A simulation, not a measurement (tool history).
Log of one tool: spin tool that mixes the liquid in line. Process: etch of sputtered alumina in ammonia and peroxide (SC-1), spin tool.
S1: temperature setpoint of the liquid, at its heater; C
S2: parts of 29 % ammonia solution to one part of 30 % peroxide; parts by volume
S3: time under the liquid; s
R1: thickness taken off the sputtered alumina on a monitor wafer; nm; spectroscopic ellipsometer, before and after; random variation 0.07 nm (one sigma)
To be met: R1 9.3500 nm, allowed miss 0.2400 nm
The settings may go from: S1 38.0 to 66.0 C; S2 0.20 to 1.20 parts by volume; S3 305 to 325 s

{"run": 1, "hour": 0.0, "S1": 50.0, "S2": 0.7, "S3": 305, "R1": 18.77}
{"run": 2, "hour": 3.9, "S1": 48.5, "S2": 0.65, "S3": 305, "R1": 17.39}
{"run": 3, "hour": 9.8, "S1": 47.5, "S2": 0.6, "S3": 305, "R1": 15.984}
{"run": 4, "hour": 10.9, "S1": 47.5, "S2": 0.4, "S3": 305, "R1": 15.648}
{"run": 5, "hour": 13.0, "S1": 47.5, "S2": 0.4, "S3": 325, "R1": 16.786}
{"run": 6, "hour": 21.4, "S1": 47.5, "S2": 0.4, "S3": 305, "R1": 15.443}
{"run": 7, "hour": 22.6, "S1": 46.5, "S2": 0.4, "S3": 305, "R1": 14.747}
{"run": 8, "hour": 26.7, "S1": 45.5, "S2": 0.4, "S3": 305, "R1": 13.945}
{"run": 9, "hour": 27.7, "S1": 44.5, "S2": 0.4, "S3": 305, "R1": 13.229}
{"run": 10, "hour": 28.7, "S1": 44.0, "S2": 0.4, "S3": 305, "R1": 12.806}
{"hour": 31.5, "done": "ammonia flow meter replaced"}
{"run": 11, "hour": 31.5, "S1": 38.0, "S2": 0.4, "S3": 305, "R1": 8.9795}

5 next moves are on the table. One of them brings every result within its allowed miss. Which?
{"run": "A", "hour": 34.3, "S1": 38.0, "S2": 0.25, "S3": 305, "R1": "?"}
{"run": "B", "hour": 34.3, "S1": 38.5, "S2": 0.4, "S3": 310, "R1": "?"}
{"run": "C", "hour": 34.3, "S1": 38.0, "S2": 0.35, "S3": 305, "R1": "?"}
{"run": "D", "hour": 34.3, "S1": 38.5, "S2": 0.25, "S3": 305, "R1": "?"}
{"run": "E", "hour": 34.3, "S1": 38.0, "S2": 0.65, "S3": 325, "R1": "?"}

move=A R1=8.6450
move=B R1=9.4718
move=C R1=8.9293
move=D R1=8.9075
move=E R1=10.0970
A: further off than the last run
B: meets every target
C: further off than the last run
D: further off than the last run
E: takes the result that was furthest off past its target
Move B is the one to make.
